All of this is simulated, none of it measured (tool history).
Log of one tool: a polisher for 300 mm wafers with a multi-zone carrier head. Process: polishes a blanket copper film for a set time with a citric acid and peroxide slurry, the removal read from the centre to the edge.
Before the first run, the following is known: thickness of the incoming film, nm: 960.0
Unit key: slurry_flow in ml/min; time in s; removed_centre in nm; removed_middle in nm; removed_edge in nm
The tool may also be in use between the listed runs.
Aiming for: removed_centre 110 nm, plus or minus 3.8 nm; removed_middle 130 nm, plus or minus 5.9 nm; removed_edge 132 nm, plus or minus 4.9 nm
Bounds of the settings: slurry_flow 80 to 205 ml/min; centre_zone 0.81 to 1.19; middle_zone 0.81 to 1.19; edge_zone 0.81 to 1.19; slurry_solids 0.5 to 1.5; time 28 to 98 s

run  hour  slurry_flow  centre_zone  middle_zone  edge_zone  slurry_solids  time  removed_centre  removed_middle  removed_edge
  1     0          135            1            1          1              1    63          151.72          147.16        152.86
  2   7.3          125         0.94            1       0.98            0.9    63          137.54          144.38        150.05
  3   9.9          125         0.94            1       1.05            0.9    63          138.05          147.97        152.85
  4  13.1          125         0.94            1          1            0.9    63          137.03          145.07        149.91
  5  17.9          125         0.86            1          1            0.9    63          122.29          144.34        148.94
  6    25          125         0.86            1       1.08            0.9    63          123.17          146.18           154
  7  30.1          120         0.86            1       1.04            0.8    62          117.71          139.97        146.37
  8  36.5          115         0.86            1          1           0.75    62          116.16          137.04        138.15
  9  44.9           90         0.84         0.98       0.98           0.75    62          106.91          129.43        131.73

5 candidate next runs follow, results not yet known. Just one meets every target within its allowed miss. Identify it.
  A  53.3           80          0.9         1.06       0.95           0.65    61               ?               ?             ?
  B  53.3          100         0.83         1.07        0.9           0.55    63               ?               ?             ?
  C  53.3           80         0.84            1       0.98           0.75    61               ?               ?             ?
  D  53.3           90          0.9         1.09       1.04           0.75    60               ?               ?             ?
  E  53.3           90          0.9         1.04        0.9           0.75    59               ?               ?             ?

move  removed_centre  removed_middle  removed_edge
   A          104.44           125.8        123.11
   B          102.17           133.1        124.16
   C          100.35           126.1        128.79
   D          109.49          133.05        132.84
   E          107.64           127.9           122
A: the biggest miss grows against the last run
B: the biggest miss grows against the last run
C: the biggest miss grows against the last run
D: every result lands within tolerance
E: gets the furthest-off result to its target, but another result is out of tolerance
Go with D: it meets all targets.
